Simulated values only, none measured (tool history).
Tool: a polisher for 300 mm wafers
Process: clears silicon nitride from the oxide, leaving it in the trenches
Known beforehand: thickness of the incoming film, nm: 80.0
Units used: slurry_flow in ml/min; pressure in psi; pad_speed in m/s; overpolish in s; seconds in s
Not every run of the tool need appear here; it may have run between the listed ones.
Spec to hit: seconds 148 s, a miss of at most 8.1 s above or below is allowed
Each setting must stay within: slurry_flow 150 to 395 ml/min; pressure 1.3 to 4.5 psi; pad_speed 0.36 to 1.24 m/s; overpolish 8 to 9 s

run  hour  slurry_flow  pressure  pad_speed  overpolish  seconds
  1     0          250       2.9        0.8           9    116.5
  2   5.4          250       3.2        0.8           9   108.31
  3    11          250       3.2        0.8           8   105.97
  4  16.4          250       3.1        0.8           8   110.28
  5  22.8          250         3        0.8           8   114.48
  6    31          250         3       0.92           8   100.26
  7  36.6          250       2.8       0.92           8   106.22
  8  37.9          250       2.7       0.92           8   110.66
  9  42.6          250       2.6       0.92           8   110.75
 10  44.2          250       1.8       0.88           8   171.25
 11  50.7          250       2.2       0.88           8    139.8

Which one of the following 5 next-run settings gets every result inside its allowed miss? There is exactly one.
  A  57.2          240         2       0.82           8        ?
  B  57.2          260       1.7        0.9           9        ?
  C  57.2          240       1.9       0.98           8        ?
  D  57.2          225       2.4       0.98           9        ?
  E  57.2          270       2.1       0.74           9        ?

move  seconds
   A    163.6
   B    173.5
   C   146.39
   D   118.42
   E   168.16
A: pushes the last run's worst result past its target
B: pushes the last run's worst result past its target
C: meets every target
D: lands further from the targets than the last run did
E: pushes the last run's worst result past its target
Answer: C
